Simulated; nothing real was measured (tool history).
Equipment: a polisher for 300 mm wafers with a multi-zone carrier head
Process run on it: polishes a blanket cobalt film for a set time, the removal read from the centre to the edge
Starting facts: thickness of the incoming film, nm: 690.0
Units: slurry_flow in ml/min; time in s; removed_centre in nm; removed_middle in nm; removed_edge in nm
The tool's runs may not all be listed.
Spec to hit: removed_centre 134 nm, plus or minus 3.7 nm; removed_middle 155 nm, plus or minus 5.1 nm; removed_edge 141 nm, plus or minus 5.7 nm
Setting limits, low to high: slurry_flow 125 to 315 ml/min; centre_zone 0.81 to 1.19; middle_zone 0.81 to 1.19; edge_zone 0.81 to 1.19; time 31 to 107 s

Run 1, hour 0: slurry_flow 205 ml/min, centre_zone 1, middle_zone 1, edge_zone 1, time 69 s. Result: removed_centre 157.29 nm, removed_middle 157.44 nm, removed_edge 161.93 nm.
Run 2, hour 7.4: slurry_flow 205 ml/min, centre_zone 0.95, middle_zone 1, edge_zone 1, time 69 s. Result: removed_centre 147.6 nm, removed_middle 153.89 nm, removed_edge 158.58 nm.
Run 3, hour 9.2: slurry_flow 205 ml/min, centre_zone 0.95, middle_zone 1, edge_zone 0.93, time 69 s. Result: removed_centre 147.5 nm, removed_middle 155.41 nm, removed_edge 150.32 nm.
Run 4, hour 16.6: slurry_flow 205 ml/min, centre_zone 0.95, middle_zone 1, edge_zone 0.98, time 69 s. Result: removed_centre 149.58 nm, removed_middle 154.58 nm, removed_edge 159 nm.
Run 5, hour 19.4: slurry_flow 195 ml/min, centre_zone 0.94, middle_zone 1.01, edge_zone 0.96, time 69 s. Result: removed_centre 143.42 nm, removed_middle 153.96 nm, removed_edge 153.81 nm.
Run 6, hour 26.9: slurry_flow 195 ml/min, centre_zone 0.94, middle_zone 1.01, edge_zone 0.96, time 78 s. Result: removed_centre 164.5 nm, removed_middle 172.87 nm, removed_edge 175.07 nm.
Run 7, hour 30.1: slurry_flow 190 ml/min, centre_zone 0.92, middle_zone 1.01, edge_zone 0.92, time 77 s. Result: removed_centre 156.55 nm, removed_middle 174.23 nm, removed_edge 173.16 nm.
Run 8, hour 32.3: slurry_flow 200 ml/min, centre_zone 0.91, middle_zone 1.01, edge_zone 0.9, time 74 s. Result: removed_centre 152.74 nm, removed_middle 165.51 nm, removed_edge 159.57 nm.
Run 9, hour 38.7: slurry_flow 195 ml/min, centre_zone 0.9, middle_zone 1.01, edge_zone 0.88, time 73 s. Result: removed_centre 146.75 nm, removed_middle 164.65 nm, removed_edge 157.27 nm.
Run 10, hour 40.7: slurry_flow 195 ml/min, centre_zone 0.9, middle_zone 1.01, edge_zone 0.87, time 72 s. Result: removed_centre 142.9 nm, removed_middle 161.03 nm, removed_edge 151.3 nm.
Run 11, hour 45.2: slurry_flow 190 ml/min, centre_zone 0.9, middle_zone 1.01, edge_zone 0.86, time 72 s. Result: removed_centre 145.61 nm, removed_middle 161.3 nm, removed_edge 151.95 nm.
Run 12, hour 45.8: slurry_flow 190 ml/min, centre_zone 0.89, middle_zone 1.01, edge_zone 0.85, time 71 s. Result: removed_centre 139.53 nm, removed_middle 159.45 nm, removed_edge 148.73 nm.
Run 13, hour 54.5: slurry_flow 190 ml/min, centre_zone 0.89, middle_zone 1.01, edge_zone 0.84, time 70 s. Result: removed_centre 139.39 nm, removed_middle 156.5 nm, removed_edge 147.66 nm.

Which one of the following 4 next-run settings gets every result inside its allowed miss? There is exactly one.
Run A, hour 63.2: slurry_flow 235 ml/min, centre_zone 0.97, middle_zone 1.15, edge_zone 0.81, time 60 s. Result: removed_centre ?, removed_middle ?, removed_edge ?.
Run B, hour 63.2: slurry_flow 220 ml/min, centre_zone 0.97, middle_zone 1.15, edge_zone 0.81, time 60 s. Result: removed_centre ?, removed_middle ?, removed_edge ?.
Run C, hour 63.2: slurry_flow 160 ml/min, centre_zone 0.83, middle_zone 1.06, edge_zone 0.9, time 75 s. Result: removed_centre ?, removed_middle ?, removed_edge ?.
Run D, hour 63.2: slurry_flow 140 ml/min, centre_zone 0.92, middle_zone 1.07, edge_zone 0.85, time 70 s. Result: removed_centre ?, removed_middle ?, removed_edge ?.

move  removed_centre  removed_middle  removed_edge
   A          134.35          155.94        125.05
   B          133.06           154.6        124.25
   C          134.09          171.32        156.98
   D          134.63           156.8           140
A: puts the biggest miss on target and leaves a different result outside tolerance
B: puts the biggest miss on target and leaves a different result outside tolerance
C: puts the biggest miss on target and leaves a different result outside tolerance
D: hits every target within its allowed miss
Move D is the one to make.
